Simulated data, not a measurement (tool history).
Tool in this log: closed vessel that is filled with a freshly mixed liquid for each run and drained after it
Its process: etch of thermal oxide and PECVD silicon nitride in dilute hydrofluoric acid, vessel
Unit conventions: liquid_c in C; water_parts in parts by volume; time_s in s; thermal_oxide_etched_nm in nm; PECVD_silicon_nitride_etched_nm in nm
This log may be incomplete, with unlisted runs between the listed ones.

run,hour,liquid_c,water_parts,time_s,thermal_oxide_etched_nm,PECVD_silicon_nitride_etched_nm
1,0,24,115,420,17.751,8.5009
2,8.7,24,115,325,13.896,6.5644
3,15.6,25,110,320,14.906,7.2083
4,17.7,23.5,110,320,14.119,6.5724
5,26.2,23.5,145,320,10.261,4.9752
6,34.4,25,135,315,11.706,5.8116
7,41.7,26,125,315,13.186,6.657
8,45.4,27,120,315,14.354,7.4134

Estimate the outcome of run 9 from the log above:
9,46.3,30,90,300,?,?

thermal_oxide_etched_nm: 21.305 nm
PECVD_silicon_nitride_etched_nm: 11.389 nm

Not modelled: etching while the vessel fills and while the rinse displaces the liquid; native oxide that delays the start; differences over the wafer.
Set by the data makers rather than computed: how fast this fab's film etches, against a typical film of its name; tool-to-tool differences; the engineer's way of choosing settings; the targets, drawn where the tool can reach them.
